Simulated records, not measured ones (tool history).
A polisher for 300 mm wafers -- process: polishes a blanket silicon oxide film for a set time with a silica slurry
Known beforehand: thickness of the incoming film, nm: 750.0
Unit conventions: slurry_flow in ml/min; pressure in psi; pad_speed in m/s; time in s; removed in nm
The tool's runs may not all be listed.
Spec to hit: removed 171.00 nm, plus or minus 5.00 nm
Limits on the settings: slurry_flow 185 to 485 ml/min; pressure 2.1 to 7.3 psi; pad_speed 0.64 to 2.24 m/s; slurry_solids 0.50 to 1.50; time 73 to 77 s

Run 1, hour 0.0: slurry_flow 310 ml/min, pressure 4.7 psi, pad_speed 1.44 m/s, slurry_solids 1.00, time 73 s. Result: removed 327.88 nm.
Run 2, hour 3.6: slurry_flow 310 ml/min, pressure 4.7 psi, pad_speed 1.16 m/s, slurry_solids 1.00, time 73 s. Result: removed 285.19 nm.
Run 3, hour 5.0: slurry_flow 255 ml/min, pressure 4.7 psi, pad_speed 1.16 m/s, slurry_solids 1.00, time 73 s. Result: removed 279.31 nm.
Run 4, hour 7.4: slurry_flow 255 ml/min, pressure 4.4 psi, pad_speed 1.16 m/s, slurry_solids 1.00, time 73 s. Result: removed 260.84 nm.
Run 5, hour 11.1: slurry_flow 255 ml/min, pressure 4.4 psi, pad_speed 1.16 m/s, slurry_solids 0.85, time 73 s. Result: removed 234.44 nm.
Run 6, hour 13.2: slurry_flow 255 ml/min, pressure 4.2 psi, pad_speed 1.16 m/s, slurry_solids 0.85, time 73 s. Result: removed 227.52 nm.
Run 7, hour 21.1: slurry_flow 255 ml/min, pressure 4.0 psi, pad_speed 1.16 m/s, slurry_solids 0.85, time 73 s. Result: removed 212.70 nm.
Run 8, hour 26.6: slurry_flow 255 ml/min, pressure 3.9 psi, pad_speed 1.16 m/s, slurry_solids 0.85, time 73 s. Result: removed 213.94 nm.
Run 9, hour 30.3: slurry_flow 255 ml/min, pressure 3.8 psi, pad_speed 1.16 m/s, slurry_solids 0.85, time 73 s. Result: removed 203.55 nm.
Run 10, hour 36.6: slurry_flow 255 ml/min, pressure 3.7 psi, pad_speed 1.16 m/s, slurry_solids 0.85, time 73 s. Result: removed 201.07 nm.
Run 11, hour 40.1: slurry_flow 255 ml/min, pressure 3.6 psi, pad_speed 1.16 m/s, slurry_solids 0.85, time 73 s. Result: removed 195.99 nm.

Exercise: of the 5 proposed moves below, exactly one satisfies all targets within the stated allowed misses. Which move is it?
Run A, hour 43.6: slurry_flow 260 ml/min, pressure 3.4 psi, pad_speed 1.12 m/s, slurry_solids 0.85, time 73 s. Result: removed ?.
Run B, hour 43.6: slurry_flow 210 ml/min, pressure 2.9 psi, pad_speed 1.04 m/s, slurry_solids 1.00, time 73 s. Result: removed ?.
Run C, hour 43.6: slurry_flow 335 ml/min, pressure 2.9 psi, pad_speed 1.10 m/s, slurry_solids 0.95, time 77 s. Result: removed ?.
Run D, hour 43.6: slurry_flow 225 ml/min, pressure 3.2 psi, pad_speed 1.16 m/s, slurry_solids 0.95, time 73 s. Result: removed ?.
Run E, hour 43.6: slurry_flow 290 ml/min, pressure 3.3 psi, pad_speed 1.06 m/s, slurry_solids 0.85, time 73 s. Result: removed ?.

move  removed
   A   179.61
   B   160.77
   C   179.55
   D   184.31
   E   170.77
A: better than the last run, though not everything is in spec
B: pushes the last run's worst result past its target
C: better than the last run, though not everything is in spec
D: better than the last run, though not everything is in spec
E: each result inside its tolerance
Correct choice: E, which meets every target
